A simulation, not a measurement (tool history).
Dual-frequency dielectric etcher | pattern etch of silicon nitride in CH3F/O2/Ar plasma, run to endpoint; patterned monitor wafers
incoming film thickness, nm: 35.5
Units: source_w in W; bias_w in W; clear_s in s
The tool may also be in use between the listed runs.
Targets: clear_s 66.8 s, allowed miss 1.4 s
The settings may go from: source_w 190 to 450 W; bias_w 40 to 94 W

run	hour	source_w	bias_w	clear_s
1	0	320	67	57.956
2	8.5	280	67	62.121
3	9.6	270	67	62.918
4	16.6	260	67	63.467
5	17.8	290	67	60.809
6	23	270	66	63.296
7	26.3	260	66	64.285
8	27.2	260	66	64.172

Which of these 4 next moves meets every target?
A	28.1	300	63	?
B	28.1	260	78	?
C	28.1	290	51	?
D	28.1	280	64	?

move	clear_s
A	60.778
B	59.868
C	66.872
D	62.42
A: further off than the last run
B: further off than the last run
C: meets every target
D: further off than the last run
The right move is C.
